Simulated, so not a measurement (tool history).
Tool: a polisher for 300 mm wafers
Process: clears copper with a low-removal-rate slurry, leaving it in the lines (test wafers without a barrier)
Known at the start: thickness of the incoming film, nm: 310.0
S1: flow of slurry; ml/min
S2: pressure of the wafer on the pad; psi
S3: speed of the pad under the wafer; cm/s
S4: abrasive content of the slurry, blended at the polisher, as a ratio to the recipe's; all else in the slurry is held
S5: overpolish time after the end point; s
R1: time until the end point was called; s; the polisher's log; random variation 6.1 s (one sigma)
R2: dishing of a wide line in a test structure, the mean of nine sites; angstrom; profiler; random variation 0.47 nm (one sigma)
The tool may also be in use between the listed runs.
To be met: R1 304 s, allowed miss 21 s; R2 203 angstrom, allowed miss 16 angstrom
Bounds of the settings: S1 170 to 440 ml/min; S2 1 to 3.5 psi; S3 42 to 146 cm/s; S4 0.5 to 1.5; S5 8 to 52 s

Run 1, day 0: S1 280 ml/min, S2 2.2 psi, S3 94 cm/s, S4 1, S5 26 s. Result: R1 176.38 s, R2 322.13 angstrom.
Run 2, day 0.346: S1 280 ml/min, S2 2.2 psi, S3 78 cm/s, S4 1, S5 26 s. Result: R1 205.55 s, R2 275.65 angstrom.
Run 3, day 0.433: S1 280 ml/min, S2 2.2 psi, S3 78 cm/s, S4 1, S5 16 s. Result: R1 210 s, R2 182.13 angstrom.
Run 4, day 0.512: S1 280 ml/min, S2 2.2 psi, S3 78 cm/s, S4 0.9, S5 16 s. Result: R1 217.5 s, R2 171.08 angstrom.
Run 5, day 0.738: S1 280 ml/min, S2 2.2 psi, S3 78 cm/s, S4 1.1, S5 16 s. Result: R1 206.99 s, R2 184.07 angstrom.
At day 0.883: slurry blender recalibrated.
Run 6, day 0.883: S1 280 ml/min, S2 2.2 psi, S3 78 cm/s, S4 1.25, S5 16 s. Result: R1 193.38 s, R2 196.52 angstrom.
Run 7, day 1.092: S1 280 ml/min, S2 2.1 psi, S3 78 cm/s, S4 1.25, S5 17 s. Result: R1 197.74 s, R2 198.35 angstrom.
Run 8, day 1.35: S1 280 ml/min, S2 1.5 psi, S3 70 cm/s, S4 1.25, S5 30 s. Result: R1 257.97 s, R2 242.01 angstrom.
Run 9, day 1.617: S1 280 ml/min, S2 1.3 psi, S3 68 cm/s, S4 1.25, S5 30 s. Result: R1 301.65 s, R2 226.45 angstrom.

Which of these 5 next moves meets every target?
Run A, day 1.883: S1 215 ml/min, S2 1 psi, S3 60 cm/s, S4 1.45, S5 43 s. Result: R1 ?, R2 ?.
Run B, day 1.883: S1 230 ml/min, S2 1.5 psi, S3 76 cm/s, S4 0.95, S5 27 s. Result: R1 ?, R2 ?.
Run C, day 1.883: S1 320 ml/min, S2 1 psi, S3 74 cm/s, S4 1.45, S5 21 s. Result: R1 ?, R2 ?.
Run D, day 1.883: S1 250 ml/min, S2 1.5 psi, S3 54 cm/s, S4 1.25, S5 47 s. Result: R1 ?, R2 ?.
Run E, day 1.883: S1 325 ml/min, S2 2.3 psi, S3 46 cm/s, S4 1.15, S5 27 s. Result: R1 ?, R2 ?.

move      R1      R2
   A  371.41  254.08
   B  260.47  232.28
   C  294.88  162.94
   D  340.71  300.34
   E  305.23  202.55
A: further off than the last run
B: further off than the last run
C: takes the result that was furthest off past its target
D: further off than the last run
E: meets every target
The right move is E.
